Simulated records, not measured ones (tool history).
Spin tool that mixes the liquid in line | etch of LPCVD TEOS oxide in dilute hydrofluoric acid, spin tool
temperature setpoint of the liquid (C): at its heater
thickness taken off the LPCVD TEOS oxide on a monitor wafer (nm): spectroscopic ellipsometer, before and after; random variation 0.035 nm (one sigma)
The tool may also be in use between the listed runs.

run  hour  temperature setpoint of the liquid (C)  parts of water to one part of 49 % hydrofluoric acid (parts by volume)  time under the liquid (s)  thickness taken off the LPCVD TEOS oxide on a monitor wafer (nm)
  1     0                                      23                                                                     105                         75                                                            15.904
  2   8.5                                      23                                                                     105                         55                                                            11.815
  3  16.1                                      23                                                                      90                         55                                                            13.874
  4  19.4                                      23                                                                      90                         75                                                            18.755
  5  22.2                                      23                                                                      90                         55                                                            13.847
  6  30.7                                    21.5                                                                     105                         55                                                            11.025
  7  34.4                                    20.5                                                                     110                         55                                                            10.125
  8  38.8                                    19.5                                                                     115                         55                                                            9.2279
  9  40.4                                      19                                                                     120                         55                                                            8.4738
 10  43.8                                    18.5                                                                     125                         55                                                            7.9853

Run 11 comes next. What will it give?
 11  51.3                                      18                                                                     130                         55                                                                 ?

{"run 11": {"thickness taken off the LPCVD TEOS oxide on a monitor wafer (nm)": 7.4767}}
